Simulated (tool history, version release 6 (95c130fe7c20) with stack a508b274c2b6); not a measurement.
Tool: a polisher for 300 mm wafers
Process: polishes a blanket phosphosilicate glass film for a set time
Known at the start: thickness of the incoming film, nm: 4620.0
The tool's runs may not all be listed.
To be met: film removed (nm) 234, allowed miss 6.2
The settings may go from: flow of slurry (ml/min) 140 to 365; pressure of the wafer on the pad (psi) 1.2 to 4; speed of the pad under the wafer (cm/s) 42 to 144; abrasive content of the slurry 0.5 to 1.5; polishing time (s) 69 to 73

run	day	flow of slurry (ml/min)	pressure of the wafer on the pad (psi)	speed of the pad under the wafer (cm/s)	abrasive content of the slurry	polishing time (s)	film removed (nm)
1	0	235	2.6	92	1	69	349.48
2	0.033	265	2.6	92	1	69	352.64
3	0.238	265	2.3	92	1	69	323.82
4	0.283	265	2.3	92	0.85	69	295.26
5	0.621	265	2.3	92	0.65	69	253.87
6	0.767	265	2.3	92	0.85	69	292.3
7	1.071	255	2.1	92	0.85	69	275.3
8	1.192	255	2.1	92	0.85	69	272.87
# day 1.504: slurry blender recalibrated
9	1.504	250	2	92	0.85	69	285.66
10	1.667	270	1.8	92	0.85	69	265.07
11	1.854	270	1.6	92	0.85	69	247

5 next moves are on the table. One of them brings every result within its allowed miss. Which?
A	2.042	330	1.8	94	0.8	69	?
B	2.042	300	1.7	84	1	72	?
C	2.042	275	1.4	90	1.05	73	?
D	2.042	245	1.8	90	0.95	69	?
E	2.042	315	1.4	90	0.9	71	?

move	film removed (nm)
A	266.97
B	271.9
C	256.28
D	274.15
E	234.51
A: further off than the last run
B: further off than the last run
C: further off than the last run
D: further off than the last run
E: meets every target
The right move is E.

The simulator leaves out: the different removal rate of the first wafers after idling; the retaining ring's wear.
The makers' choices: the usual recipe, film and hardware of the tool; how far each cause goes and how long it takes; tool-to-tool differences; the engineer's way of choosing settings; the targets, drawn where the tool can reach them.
